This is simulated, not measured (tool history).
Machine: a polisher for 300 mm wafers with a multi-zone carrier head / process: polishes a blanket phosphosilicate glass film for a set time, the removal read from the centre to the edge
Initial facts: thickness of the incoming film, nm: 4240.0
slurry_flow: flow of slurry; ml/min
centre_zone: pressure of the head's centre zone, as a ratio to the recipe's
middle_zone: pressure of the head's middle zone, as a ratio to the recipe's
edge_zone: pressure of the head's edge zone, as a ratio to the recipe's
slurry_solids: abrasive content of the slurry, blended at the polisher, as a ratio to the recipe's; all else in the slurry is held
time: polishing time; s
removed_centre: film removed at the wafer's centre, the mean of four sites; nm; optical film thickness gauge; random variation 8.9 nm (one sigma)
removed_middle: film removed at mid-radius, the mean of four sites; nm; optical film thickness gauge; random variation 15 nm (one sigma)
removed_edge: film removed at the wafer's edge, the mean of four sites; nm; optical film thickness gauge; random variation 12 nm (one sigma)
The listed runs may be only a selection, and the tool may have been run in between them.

run,hour,slurry_flow,centre_zone,middle_zone,edge_zone,slurry_solids,time,removed_centre,removed_middle,removed_edge
1,0,125,1,1,1,1,60,775.92,801.45,785.67
2,7.9,130,0.99,1.01,1.03,1.1,61,814.35,826.84,847.09
3,12.2,110,0.99,1.01,1.03,1.1,61,781.68,818.38,818.52
4,13.2,110,0.99,1.09,1.03,1.1,61,779.8,882.89,824.88
5,18.7,120,0.99,1.1,1.06,1.2,62,825.3,932.66,900.18
6,21.6,120,0.99,1.1,1.09,1.2,62,830,918.31,891.94
7,22.3,130,0.98,1.1,1.09,1.25,63,851.98,949.18,932.65
8,22.9,130,0.98,1.1,1.1,1.3,65,895.12,992.46,967.12
9,29.8,135,0.97,1.1,1.12,1.35,67,935.38,1084.1,1018
10,35.1,135,0.96,1.06,1.13,1.4,69,971.76,1048.1,1077.3
11,42.2,140,0.96,1.06,1.14,1.4,70,985.01,1085.8,1112
12,49.1,145,0.96,1.06,1.15,1.4,70,999.45,1074.2,1116.2
13,50.8,150,0.96,1.07,1.16,1.4,70,1001,1100.4,1125.9

Run 14 is up next; what results do you expect?
# hour 59.1: worn pad replaced by a new one
14,59.1,155,0.96,1.07,1.17,1.4,70,?,?,?

Run 14 produced removed_centre 1102.5 nm, removed_middle 1280.3 nm, removed_edge 1236.1 nm.
